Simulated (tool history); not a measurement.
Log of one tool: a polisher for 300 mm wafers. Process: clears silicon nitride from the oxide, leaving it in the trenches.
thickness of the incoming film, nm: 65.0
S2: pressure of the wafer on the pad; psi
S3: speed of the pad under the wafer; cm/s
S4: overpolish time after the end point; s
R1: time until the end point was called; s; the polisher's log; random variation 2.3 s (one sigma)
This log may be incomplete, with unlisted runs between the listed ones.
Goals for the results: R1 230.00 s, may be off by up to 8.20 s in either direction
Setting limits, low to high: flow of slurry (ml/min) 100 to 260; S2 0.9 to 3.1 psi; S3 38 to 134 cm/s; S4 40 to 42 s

{"run": 1, "day": 0.0, "flow of slurry (ml/min)": 165, "S2": 2.0, "S3": 86, "S4": 40, "R1": 147.23}
{"run": 2, "day": 0.308, "flow of slurry (ml/min)": 165, "S2": 2.0, "S3": 106, "S4": 40, "R1": 122.45}
{"run": 3, "day": 0.6, "flow of slurry (ml/min)": 160, "S2": 1.6, "S3": 104, "S4": 40, "R1": 153.98}
{"run": 4, "day": 0.671, "flow of slurry (ml/min)": 155, "S2": 1.4, "S3": 104, "S4": 40, "R1": 175.27}
{"run": 5, "day": 0.958, "flow of slurry (ml/min)": 150, "S2": 1.3, "S3": 104, "S4": 40, "R1": 188.43}
{"run": 6, "day": 1.138, "flow of slurry (ml/min)": 140, "S2": 1.2, "S3": 104, "S4": 40, "R1": 210.39}
{"run": 7, "day": 1.354, "flow of slurry (ml/min)": 130, "S2": 1.2, "S3": 104, "S4": 40, "R1": 213.02}
{"run": 8, "day": 1.612, "flow of slurry (ml/min)": 120, "S2": 1.2, "S3": 104, "S4": 40, "R1": 218.66}

Of the 5 settings listed for the next run, only one would bring every result within its allowed miss of target. Which one?
{"run": "A", "day": 1.871, "flow of slurry (ml/min)": 130, "S2": 1.2, "S3": 110, "S4": 40, "R1": "?"}
{"run": "B", "day": 1.871, "flow of slurry (ml/min)": 145, "S2": 1.2, "S3": 104, "S4": 40, "R1": "?"}
{"run": "C", "day": 1.871, "flow of slurry (ml/min)": 110, "S2": 1.2, "S3": 104, "S4": 42, "R1": "?"}
{"run": "D", "day": 1.871, "flow of slurry (ml/min)": 115, "S2": 1.4, "S3": 96, "S4": 40, "R1": "?"}
{"run": "E", "day": 1.871, "flow of slurry (ml/min)": 105, "S2": 1.1, "S3": 104, "S4": 42, "R1": "?"}

move=A R1=203.05
move=B R1=207.47
move=C R1=227.58
move=D R1=208.82
move=E R1=251.80
A: the biggest miss grows against the last run
B: the biggest miss grows against the last run
C: meets every target
D: the biggest miss grows against the last run
E: takes the biggest miss from the last run beyond its target
So the answer is move C, the one that meets all the targets.
